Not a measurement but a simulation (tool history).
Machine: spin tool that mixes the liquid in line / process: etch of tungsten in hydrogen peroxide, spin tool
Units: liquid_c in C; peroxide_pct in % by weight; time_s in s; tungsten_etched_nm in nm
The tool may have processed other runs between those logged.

{"run": 1, "hour": 0.0, "liquid_c": 57.0, "peroxide_pct": 17.5, "time_s": 15, "tungsten_etched_nm": 17.891}
{"run": 2, "hour": 3.2, "liquid_c": 56.0, "peroxide_pct": 17.5, "time_s": 15, "tungsten_etched_nm": 16.84}
{"run": 3, "hour": 5.5, "liquid_c": 55.5, "peroxide_pct": 17.5, "time_s": 15, "tungsten_etched_nm": 16.307}
{"run": 4, "hour": 8.0, "liquid_c": 52.0, "peroxide_pct": 17.5, "time_s": 15, "tungsten_etched_nm": 13.37}
{"run": 5, "hour": 12.4, "liquid_c": 52.0, "peroxide_pct": 14.5, "time_s": 15, "tungsten_etched_nm": 12.175}
{"run": 6, "hour": 18.4, "liquid_c": 52.0, "peroxide_pct": 17.5, "time_s": 15, "tungsten_etched_nm": 13.121}

Run 7 is up next; what results do you expect?
{"run": 7, "hour": 22.5, "liquid_c": 51.0, "peroxide_pct": 17.5, "time_s": 15, "tungsten_etched_nm": "?"}

tungsten_etched_nm: 12.373 nm
